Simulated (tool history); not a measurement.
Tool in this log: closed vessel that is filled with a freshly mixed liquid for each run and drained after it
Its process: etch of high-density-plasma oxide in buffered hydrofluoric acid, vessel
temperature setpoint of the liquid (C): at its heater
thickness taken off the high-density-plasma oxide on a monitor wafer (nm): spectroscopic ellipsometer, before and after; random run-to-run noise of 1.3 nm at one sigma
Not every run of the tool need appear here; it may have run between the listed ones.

run	hour	temperature setpoint of the liquid (C)	parts of 40 % ammonium fluoride to one part of 49 % hydrofluoric acid (parts by volume)	time in the liquid (s)	thickness taken off the high-density-plasma oxide on a monitor wafer (nm)
1	0.0	21.0	10.5	100	99.729
2	3.6	19.0	10.5	100	88.925
3	10.6	19.0	12.0	100	77.175
4	17.1	22.5	12.0	100	93.600
5	22.9	22.5	14.0	100	80.869
6	27.7	22.5	17.0	100	66.594
7	36.9	24.5	15.0	100	83.815
8	40.3	26.0	13.5	100	100.600

Estimate the outcome of run 9 from the log above:
9	44.8	27.0	12.5	100	?

thickness taken off the high-density-plasma oxide on a monitor wafer (nm): 113.220

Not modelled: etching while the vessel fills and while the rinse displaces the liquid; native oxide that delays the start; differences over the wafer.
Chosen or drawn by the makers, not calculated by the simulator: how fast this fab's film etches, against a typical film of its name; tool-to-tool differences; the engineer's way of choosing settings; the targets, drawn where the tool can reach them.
